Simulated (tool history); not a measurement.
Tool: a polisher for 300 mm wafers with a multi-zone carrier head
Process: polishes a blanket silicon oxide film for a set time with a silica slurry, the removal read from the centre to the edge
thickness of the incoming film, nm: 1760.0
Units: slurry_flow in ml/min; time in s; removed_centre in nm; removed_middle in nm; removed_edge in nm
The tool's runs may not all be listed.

run	day	slurry_flow	centre_zone	middle_zone	edge_zone	slurry_solids	time	removed_centre	removed_middle	removed_edge
1	0	220	1	1	1	1	45	132.8	146.15	136.57
2	0.342	245	1	1	1	1	45	139.82	148.97	140.86
3	0.471	225	0.99	1.01	0.96	0.9	41	116.77	126.03	118.54
4	0.675	210	0.98	1.05	0.93	0.8	38	100.26	115.91	102.43
5	0.783	200	0.97	1.06	0.91	0.75	35	89.782	102.93	89.886
# day 0.996: slurry nozzle cleaned
6	0.996	190	0.95	1.07	0.89	0.7	34	83.197	99.801	85.921

Forecast run 7:
7	1.142	185	0.94	1.08	0.88	0.65	32	?	?	?

removed_centre: 75.561 nm
removed_middle: 91.859 nm
removed_edge: 76.644 nm
